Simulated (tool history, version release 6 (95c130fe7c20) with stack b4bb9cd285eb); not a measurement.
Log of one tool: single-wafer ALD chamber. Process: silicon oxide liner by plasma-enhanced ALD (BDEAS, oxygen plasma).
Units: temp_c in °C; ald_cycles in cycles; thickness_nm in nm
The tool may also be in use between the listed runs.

run    day  temp_c  ald_cycles  thickness_nm
  1      0     320          64        5.6768
  2  0.346     319          67        5.9416
  3   0.55     312          67        6.0203
  4  0.775     321          67        5.9199
  5  0.867     311          67        6.0247
  6  1.079     311          58        5.2342
  7  1.233     310          62        5.5718
  8  1.533     309          65        5.8527
  9  1.804     309          65        5.8625
 10  2.067     308          67         6.058

Forecast run 11:
 11  2.267     307          69             ?

Run 11 gave thickness_nm 6.211 nm.
